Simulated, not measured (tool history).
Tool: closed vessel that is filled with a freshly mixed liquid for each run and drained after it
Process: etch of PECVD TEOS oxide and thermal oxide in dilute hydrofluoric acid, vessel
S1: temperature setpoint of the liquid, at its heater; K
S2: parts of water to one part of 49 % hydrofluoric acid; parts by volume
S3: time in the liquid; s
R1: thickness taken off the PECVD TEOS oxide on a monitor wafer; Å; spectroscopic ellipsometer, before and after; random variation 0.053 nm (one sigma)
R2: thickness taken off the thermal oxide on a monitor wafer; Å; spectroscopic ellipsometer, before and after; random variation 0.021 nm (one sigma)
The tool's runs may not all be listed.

{"run": 1, "hour": 0.0, "S1": 295.15, "S2": 180, "S3": 110, "R1": 124.47, "R2": 24.15}
{"run": 2, "hour": 2.6, "S1": 293.65, "S2": 190, "S3": 110, "R1": 108.8, "R2": 21.534}
{"run": 3, "hour": 5.3, "S1": 292.65, "S2": 195, "S3": 110, "R1": 101.24, "R2": 20.462}
{"run": 4, "hour": 6.4, "S1": 292.65, "S2": 255, "S3": 110, "R1": 72.807, "R2": 14.448}
{"run": 5, "hour": 14.7, "S1": 292.65, "S2": 255, "S3": 150, "R1": 100.06, "R2": 19.9}
{"run": 6, "hour": 17.3, "S1": 292.65, "S2": 255, "S3": 105, "R1": 70.63, "R2": 13.551}
{"run": 7, "hour": 25.7, "S1": 293.15, "S2": 250, "S3": 105, "R1": 72.958, "R2": 14.498}
{"run": 8, "hour": 26.8, "S1": 294.15, "S2": 250, "S3": 105, "R1": 75.913, "R2": 15.318}

Forecast run 9:
{"run": 9, "hour": 34.5, "S1": 294.65, "S2": 245, "S3": 105, "R1": "?", "R2": "?"}

Run 9 gave R1 78.980 Å, R2 15.506 Å.
